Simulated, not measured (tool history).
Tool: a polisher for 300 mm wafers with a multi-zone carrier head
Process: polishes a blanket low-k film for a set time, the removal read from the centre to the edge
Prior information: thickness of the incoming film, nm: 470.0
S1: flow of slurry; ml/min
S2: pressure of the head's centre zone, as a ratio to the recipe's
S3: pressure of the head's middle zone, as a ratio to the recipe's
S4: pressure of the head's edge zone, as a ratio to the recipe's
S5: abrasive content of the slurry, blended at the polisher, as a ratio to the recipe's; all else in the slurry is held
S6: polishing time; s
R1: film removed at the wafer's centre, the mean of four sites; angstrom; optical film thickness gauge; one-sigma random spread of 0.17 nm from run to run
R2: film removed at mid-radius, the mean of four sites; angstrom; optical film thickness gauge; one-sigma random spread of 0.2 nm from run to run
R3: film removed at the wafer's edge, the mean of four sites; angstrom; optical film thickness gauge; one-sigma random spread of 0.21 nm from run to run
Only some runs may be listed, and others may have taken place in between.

Run 1, hour 0: S1 210 ml/min, S2 1, S3 1, S4 1, S5 1, S6 31 s. Result: R1 150.73 angstrom, R2 152.91 angstrom, R3 151.95 angstrom.
Run 2, hour 8.2: S1 210 ml/min, S2 1, S3 1, S4 1, S5 1, S6 36 s. Result: R1 176.37 angstrom, R2 177.04 angstrom, R3 172.68 angstrom.
Run 3, hour 12.6: S1 220 ml/min, S2 1.01, S3 1.03, S4 1.02, S5 1, S6 36 s. Result: R1 179.46 angstrom, R2 183.09 angstrom, R3 178.25 angstrom.
Run 4, hour 16.4: S1 220 ml/min, S2 1.01, S3 1.03, S4 0.97, S5 1, S6 36 s. Result: R1 178.94 angstrom, R2 180.9 angstrom, R3 173.88 angstrom.
Run 5, hour 17.4: S1 220 ml/min, S2 0.96, S3 1.03, S4 0.97, S5 1, S6 36 s. Result: R1 170.55 angstrom, R2 181.11 angstrom, R3 172.75 angstrom.
Run 6, hour 18.1: S1 230 ml/min, S2 0.98, S3 1.06, S4 0.98, S5 1, S6 36 s. Result: R1 175.34 angstrom, R2 188.22 angstrom, R3 174.67 angstrom.
Run 7, hour 20.7: S1 240 ml/min, S2 1, S3 1.08, S4 1, S5 1, S6 36 s. Result: R1 180.13 angstrom, R2 195.08 angstrom, R3 175.35 angstrom.

Run 8 is up next; what results do you expect?
Run 8, hour 23.9: S1 245 ml/min, S2 1.01, S3 1.08, S4 1.02, S5 1.05, S6 36 s. Result: R1 ?, R2 ?, R3 ?.

R1: 185.21 angstrom
R2: 196.05 angstrom
R3: 182.2 angstrom

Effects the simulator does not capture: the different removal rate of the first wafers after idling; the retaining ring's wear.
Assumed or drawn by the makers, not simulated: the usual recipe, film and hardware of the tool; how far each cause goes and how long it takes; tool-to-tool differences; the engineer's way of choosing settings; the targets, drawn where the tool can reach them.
